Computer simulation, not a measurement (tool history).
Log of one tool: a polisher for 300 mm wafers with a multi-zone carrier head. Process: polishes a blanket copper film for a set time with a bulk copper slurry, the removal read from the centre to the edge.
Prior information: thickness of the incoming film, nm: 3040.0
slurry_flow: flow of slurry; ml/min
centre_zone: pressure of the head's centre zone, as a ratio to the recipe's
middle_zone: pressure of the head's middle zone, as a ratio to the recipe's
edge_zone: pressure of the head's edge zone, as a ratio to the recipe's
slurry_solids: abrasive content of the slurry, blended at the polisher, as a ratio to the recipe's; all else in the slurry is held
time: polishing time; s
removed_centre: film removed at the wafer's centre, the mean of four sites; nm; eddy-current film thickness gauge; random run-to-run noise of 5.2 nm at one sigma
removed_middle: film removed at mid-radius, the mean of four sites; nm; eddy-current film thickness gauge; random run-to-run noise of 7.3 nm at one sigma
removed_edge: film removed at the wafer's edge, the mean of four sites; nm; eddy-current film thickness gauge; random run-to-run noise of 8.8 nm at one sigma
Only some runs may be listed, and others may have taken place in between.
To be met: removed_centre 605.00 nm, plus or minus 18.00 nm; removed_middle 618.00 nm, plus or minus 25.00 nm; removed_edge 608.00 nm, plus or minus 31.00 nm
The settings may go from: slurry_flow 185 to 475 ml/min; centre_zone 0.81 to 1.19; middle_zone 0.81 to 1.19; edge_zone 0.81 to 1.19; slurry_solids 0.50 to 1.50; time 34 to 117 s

run,hour,slurry_flow,centre_zone,middle_zone,edge_zone,slurry_solids,time,removed_centre,removed_middle,removed_edge
1,0.0,305,1.00,1.00,1.00,1.00,75,774.90,738.36,764.83
2,6.7,305,0.98,0.99,0.97,0.90,74,718.55,713.84,722.31
3,11.2,305,0.97,0.97,0.94,0.85,73,691.09,677.27,700.52
4,16.2,305,0.97,0.97,0.92,0.80,72,670.31,669.81,668.52
5,25.2,305,0.97,0.97,0.92,0.95,72,695.98,689.75,697.80
6,33.9,305,0.96,0.96,0.90,0.90,72,681.25,676.15,682.67
7,40.9,305,0.95,0.95,0.88,0.85,72,662.18,664.11,649.39
8,44.8,300,0.94,0.94,0.87,0.85,72,652.44,666.47,664.03
9,53.0,300,0.94,0.93,0.86,0.80,72,638.11,624.93,638.65
10,56.8,295,0.93,0.93,0.85,0.80,72,643.61,640.43,638.46
11,59.6,295,0.89,0.92,0.82,0.65,71,560.23,580.41,587.13
12,60.7,300,0.90,0.93,0.83,0.65,71,576.50,598.67,578.44
13,68.5,300,0.91,0.93,0.84,0.65,71,582.75,610.79,583.98
14,69.8,300,0.91,0.93,0.85,0.65,71,580.16,607.06,597.12

Pick the move, out of 5, that brings all results within their allowed miss; only one does.
A,71.1,355,0.85,1.02,0.93,0.95,62,?,?,?
B,71.1,275,0.90,0.83,0.89,0.65,71,?,?,?
C,71.1,345,0.90,0.94,0.99,0.65,69,?,?,?
D,71.1,270,0.91,0.99,0.88,0.60,72,?,?,?
E,71.1,205,0.95,0.97,0.86,0.95,67,?,?,?

move,removed_centre,removed_middle,removed_edge
A,529.38,627.52,627.14
B,559.78,539.72,621.13
C,558.81,588.25,645.17
D,559.69,607.30,609.67
E,593.12,609.63,621.50
A: lands further from the targets than the last run did
B: lands further from the targets than the last run did
C: lands further from the targets than the last run did
D: lands further from the targets than the last run did
E: every result within its allowed miss
The move that meets every target is E.
